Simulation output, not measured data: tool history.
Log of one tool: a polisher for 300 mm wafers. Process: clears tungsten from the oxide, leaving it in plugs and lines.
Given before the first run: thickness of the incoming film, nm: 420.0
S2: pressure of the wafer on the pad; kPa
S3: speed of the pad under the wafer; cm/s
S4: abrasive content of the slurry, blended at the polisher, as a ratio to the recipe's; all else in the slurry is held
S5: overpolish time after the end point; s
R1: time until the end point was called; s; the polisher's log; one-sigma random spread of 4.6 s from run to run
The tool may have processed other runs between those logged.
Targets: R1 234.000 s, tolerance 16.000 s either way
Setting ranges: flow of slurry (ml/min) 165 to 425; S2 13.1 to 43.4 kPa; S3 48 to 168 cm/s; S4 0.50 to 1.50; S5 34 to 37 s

Run 1, hour 0.0: flow of slurry (ml/min) 275, S2 28.3 kPa, S3 108 cm/s, S4 1.00, S5 34 s. Result: R1 94.107 s.
Run 2, hour 1.1: flow of slurry (ml/min) 275, S2 28.3 kPa, S3 86 cm/s, S4 1.00, S5 34 s. Result: R1 112.710 s.
Run 3, hour 7.5: flow of slurry (ml/min) 275, S2 24.8 kPa, S3 80 cm/s, S4 1.00, S5 34 s. Result: R1 138.590 s.
Run 4, hour 13.6: flow of slurry (ml/min) 275, S2 22.1 kPa, S3 78 cm/s, S4 1.00, S5 34 s. Result: R1 158.400 s.
Run 5, hour 20.0: flow of slurry (ml/min) 275, S2 22.1 kPa, S3 78 cm/s, S4 1.00, S5 34 s. Result: R1 154.930 s.
Run 6, hour 24.5: flow of slurry (ml/min) 275, S2 20.0 kPa, S3 76 cm/s, S4 1.00, S5 34 s. Result: R1 179.640 s.
Run 7, hour 32.1: flow of slurry (ml/min) 275, S2 18.6 kPa, S3 76 cm/s, S4 1.00, S5 34 s. Result: R1 199.020 s.
Run 8, hour 39.4: flow of slurry (ml/min) 275, S2 17.9 kPa, S3 76 cm/s, S4 1.00, S5 34 s. Result: R1 202.580 s.
Run 9, hour 44.4: flow of slurry (ml/min) 275, S2 13.8 kPa, S3 74 cm/s, S4 1.00, S5 34 s. Result: R1 265.770 s.
Run 10, hour 47.5: flow of slurry (ml/min) 275, S2 16.5 kPa, S3 76 cm/s, S4 1.00, S5 34 s. Result: R1 214.680 s.

Which single option among these 4 for the next run brings every result within its allowed miss of target? Just one does.
Run A, hour 50.6: flow of slurry (ml/min) 300, S2 15.2 kPa, S3 66 cm/s, S4 0.95, S5 34 s. Result: R1 ?.
Run B, hour 50.6: flow of slurry (ml/min) 300, S2 17.9 kPa, S3 50 cm/s, S4 1.10, S5 35 s. Result: R1 ?.
Run C, hour 50.6: flow of slurry (ml/min) 300, S2 13.1 kPa, S3 70 cm/s, S4 1.00, S5 34 s. Result: R1 ?.
Run D, hour 50.6: flow of slurry (ml/min) 280, S2 14.5 kPa, S3 80 cm/s, S4 0.95, S5 37 s. Result: R1 ?.

move       R1
   A  276.930
   B  298.110
   C  297.480
   D  241.780
A: carries the result that was furthest off beyond its target, to the other side
B: carries the result that was furthest off beyond its target, to the other side
C: carries the result that was furthest off beyond its target, to the other side
D: each result inside its tolerance
The move that meets every target is D.

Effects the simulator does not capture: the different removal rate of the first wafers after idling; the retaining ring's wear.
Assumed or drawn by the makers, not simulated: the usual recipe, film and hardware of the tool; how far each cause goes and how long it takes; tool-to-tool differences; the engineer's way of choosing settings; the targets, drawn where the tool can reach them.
